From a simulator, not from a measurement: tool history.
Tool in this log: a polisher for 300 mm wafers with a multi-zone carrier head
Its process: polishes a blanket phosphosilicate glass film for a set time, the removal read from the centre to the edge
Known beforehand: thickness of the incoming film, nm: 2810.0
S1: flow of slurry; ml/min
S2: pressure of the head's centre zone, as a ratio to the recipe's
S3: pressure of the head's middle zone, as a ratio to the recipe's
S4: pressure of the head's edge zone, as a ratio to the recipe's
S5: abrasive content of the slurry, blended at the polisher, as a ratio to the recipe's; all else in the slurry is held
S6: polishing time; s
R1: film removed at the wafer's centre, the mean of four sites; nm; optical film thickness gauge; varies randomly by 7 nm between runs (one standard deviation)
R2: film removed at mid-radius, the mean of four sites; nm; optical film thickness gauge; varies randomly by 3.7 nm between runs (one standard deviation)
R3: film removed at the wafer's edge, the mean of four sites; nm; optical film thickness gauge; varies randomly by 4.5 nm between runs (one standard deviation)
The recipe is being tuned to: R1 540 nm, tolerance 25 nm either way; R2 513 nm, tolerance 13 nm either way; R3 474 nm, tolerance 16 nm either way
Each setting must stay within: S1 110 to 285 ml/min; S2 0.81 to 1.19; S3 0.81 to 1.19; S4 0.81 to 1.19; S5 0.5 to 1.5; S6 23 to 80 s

| run | hour | S1 | S2 | S3 | S4 | S5 | S6 | R1 | R2 | R3 |
|---|---|---|---|---|---|---|---|---|---|---|
| 1 | 0 | 180 | 1 | 1 | 1 | 1 | 51 | 425.81 | 430.69 | 441.87 |
| 2 | 5.8 | 180 | 1 | 1 | 0.96 | 1 | 51 | 426.67 | 427.91 | 428.21 |
| 3 | 14.3 | 180 | 0.97 | 1 | 0.96 | 1 | 51 | 416.09 | 430 | 422.95 |
| 4 | 15.9 | 180 | 0.97 | 1 | 0.96 | 1 | 39 | 321.19 | 325.15 | 327.08 |
| 5 | 16.7 | 195 | 1.01 | 1.03 | 0.97 | 1.1 | 39 | 348.45 | 344.69 | 342.52 |
| 6 | 24.7 | 200 | 1.03 | 1.05 | 0.98 | 1.15 | 40 | 366.31 | 372.54 | 359.08 |
| 7 | 32.9 | 210 | 1.06 | 1.06 | 0.99 | 1.2 | 41 | 393.58 | 392.63 | 373.72 |
| 8 | 38.5 | 215 | 1.08 | 1.07 | 1 | 1.25 | 42 | 398.46 | 413.25 | 394.88 |
| 9 | 40.9 | 230 | 1.18 | 1.02 | 0.9 | 1.5 | 51 | 571.31 | 513.19 | 486.51 |

Which single option among these 4 for the next run brings every result within its allowed miss of target? Just one does.
| A | 43.3 | 250 | 1.19 | 0.96 | 0.89 | 1.45 | 55 | ? | ? | ? |
| B | 43.3 | 220 | 1.08 | 1 | 0.82 | 1.5 | 52 | ? | ? | ? |
| C | 43.3 | 235 | 1.19 | 0.99 | 0.94 | 1.5 | 54 | ? | ? | ? |
| D | 43.3 | 210 | 1.1 | 1.04 | 1 | 1.5 | 52 | ? | ? | ? |

| move | R1 | R2 | R3 |
|---|---|---|---|
| A | 612.03 | 519.5 | 515.49 |
| B | 536.63 | 507.23 | 469.1 |
| C | 603.12 | 525.59 | 522.46 |
| D | 540.96 | 521.55 | 513.91 |
A: further off than the last run
B: meets every target
C: further off than the last run
D: brings the result that was furthest off to its target, and leaves another outside
B is the move that brings every result within its allowed miss.

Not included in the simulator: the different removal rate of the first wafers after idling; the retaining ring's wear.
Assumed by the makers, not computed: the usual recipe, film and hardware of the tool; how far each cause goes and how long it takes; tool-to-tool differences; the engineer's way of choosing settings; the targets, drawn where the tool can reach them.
